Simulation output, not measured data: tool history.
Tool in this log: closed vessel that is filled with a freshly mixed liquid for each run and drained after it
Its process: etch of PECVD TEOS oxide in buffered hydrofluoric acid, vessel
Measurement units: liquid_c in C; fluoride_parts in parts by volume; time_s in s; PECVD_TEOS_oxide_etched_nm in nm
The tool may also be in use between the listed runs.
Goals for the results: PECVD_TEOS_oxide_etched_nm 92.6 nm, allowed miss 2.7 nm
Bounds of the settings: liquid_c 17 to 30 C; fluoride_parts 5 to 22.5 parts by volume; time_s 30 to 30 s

{"run": 1, "hour": 0.0, "liquid_c": 22, "fluoride_parts": 13.5, "time_s": 30, "PECVD_TEOS_oxide_etched_nm": 40.113}
{"run": 2, "hour": 4.1, "liquid_c": 22, "fluoride_parts": 10, "time_s": 30, "PECVD_TEOS_oxide_etched_nm": 53.091}
{"run": 3, "hour": 12.2, "liquid_c": 24.5, "fluoride_parts": 9.5, "time_s": 30, "PECVD_TEOS_oxide_etched_nm": 62.764}
{"run": 4, "hour": 13.1, "liquid_c": 26, "fluoride_parts": 9, "time_s": 30, "PECVD_TEOS_oxide_etched_nm": 70.566}
{"run": 5, "hour": 14.0, "liquid_c": 27, "fluoride_parts": 8.5, "time_s": 30, "PECVD_TEOS_oxide_etched_nm": 80.3}
{"run": 6, "hour": 19.7, "liquid_c": 27.5, "fluoride_parts": 8.5, "time_s": 30, "PECVD_TEOS_oxide_etched_nm": 81.213}
{"run": 7, "hour": 23.4, "liquid_c": 28, "fluoride_parts": 8.5, "time_s": 30, "PECVD_TEOS_oxide_etched_nm": 84.254}
{"run": 8, "hour": 25.1, "liquid_c": 28.5, "fluoride_parts": 8.5, "time_s": 30, "PECVD_TEOS_oxide_etched_nm": 85.616}

Exercise: of the 4 proposed moves below, exactly one satisfies all targets within the stated allowed misses. Which move is it?
{"run": "A", "hour": 26.8, "liquid_c": 28, "fluoride_parts": 8.5, "time_s": 30, "PECVD_TEOS_oxide_etched_nm": "?"}
{"run": "B", "hour": 26.8, "liquid_c": 28, "fluoride_parts": 9, "time_s": 30, "PECVD_TEOS_oxide_etched_nm": "?"}
{"run": "C", "hour": 26.8, "liquid_c": 28.5, "fluoride_parts": 8, "time_s": 30, "PECVD_TEOS_oxide_etched_nm": "?"}
{"run": "D", "hour": 26.8, "liquid_c": 28, "fluoride_parts": 9.5, "time_s": 30, "PECVD_TEOS_oxide_etched_nm": "?"}

move=A PECVD_TEOS_oxide_etched_nm=82.428
move=B PECVD_TEOS_oxide_etched_nm=77.472
move=C PECVD_TEOS_oxide_etched_nm=90.383
move=D PECVD_TEOS_oxide_etched_nm=74.888
A: the biggest miss grows against the last run
B: the biggest miss grows against the last run
C: every result lands within tolerance
D: the biggest miss grows against the last run
C is the move that brings every result within its allowed miss.
